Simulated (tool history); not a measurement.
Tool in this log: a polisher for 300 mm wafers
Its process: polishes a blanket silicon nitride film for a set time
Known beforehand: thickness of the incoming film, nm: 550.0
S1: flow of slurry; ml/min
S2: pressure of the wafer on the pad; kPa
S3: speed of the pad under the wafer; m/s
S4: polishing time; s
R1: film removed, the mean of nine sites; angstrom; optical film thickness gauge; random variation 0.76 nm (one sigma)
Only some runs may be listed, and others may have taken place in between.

| run | day | S1 | S2 | S3 | S4 | R1 |
|---|---|---|---|---|---|---|
| 1 | 0 | 185 | 33.1 | 1.12 | 59 | 1385 |
| 2 | 0.342 | 205 | 33.1 | 1.12 | 59 | 1383.8 |
| 3 | 0.588 | 205 | 27.6 | 1.06 | 59 | 1121.2 |
| 4 | 0.762 | 205 | 27.6 | 1.06 | 62 | 1148.2 |
| 5 | 0.925 | 205 | 23.4 | 1.02 | 62 | 950.56 |
| 6 | 0.996 | 205 | 20.7 | 1.02 | 62 | 857 |
| 7 | 1.221 | 200 | 19.3 | 1.02 | 62 | 812.37 |
| 8 | 1.288 | 195 | 17.9 | 1.02 | 62 | 740.92 |

Forecast run 9:
| 9 | 1.358 | 190 | 17.9 | 1.02 | 62 | ? |

R1: 761.91 angstrom
